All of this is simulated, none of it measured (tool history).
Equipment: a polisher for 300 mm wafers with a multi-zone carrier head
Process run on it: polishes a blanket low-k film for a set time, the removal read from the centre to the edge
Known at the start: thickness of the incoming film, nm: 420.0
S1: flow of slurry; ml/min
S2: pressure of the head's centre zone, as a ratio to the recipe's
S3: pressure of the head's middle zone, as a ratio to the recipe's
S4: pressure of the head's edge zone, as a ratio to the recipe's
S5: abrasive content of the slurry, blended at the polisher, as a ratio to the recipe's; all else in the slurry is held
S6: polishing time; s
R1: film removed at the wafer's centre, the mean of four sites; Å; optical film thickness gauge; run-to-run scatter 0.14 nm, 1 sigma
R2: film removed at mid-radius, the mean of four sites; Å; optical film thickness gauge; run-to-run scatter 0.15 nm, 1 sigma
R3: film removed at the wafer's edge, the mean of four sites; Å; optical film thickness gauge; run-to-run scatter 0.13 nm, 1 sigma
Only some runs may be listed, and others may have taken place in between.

run	hour	S1	S2	S3	S4	S5	S6	R1	R2	R3
1	0.0	315	1.00	1.00	1.00	1.00	78	236.01	234.24	223.79
2	8.1	360	1.00	1.00	1.00	1.00	78	230.66	232.66	222.86
3	16.6	360	0.96	1.00	1.00	1.00	78	229.89	239.07	222.58
4	18.5	360	0.94	0.98	1.02	0.90	73	199.06	214.39	203.61
5	22.2	360	0.94	0.95	1.02	0.80	69	181.36	181.16	182.47
6	24.5	360	0.94	1.02	1.02	0.80	69	180.60	196.70	182.21
7	28.5	360	0.92	0.99	1.02	0.75	67	168.83	184.29	173.18

Run 8 has not been measured yet. What should we expect?
8	29.8	360	0.90	0.96	1.01	0.70	65	?	?	?

{"run 8": {"R1": 152.99, "R2": 166.2, "R3": 164.8}}

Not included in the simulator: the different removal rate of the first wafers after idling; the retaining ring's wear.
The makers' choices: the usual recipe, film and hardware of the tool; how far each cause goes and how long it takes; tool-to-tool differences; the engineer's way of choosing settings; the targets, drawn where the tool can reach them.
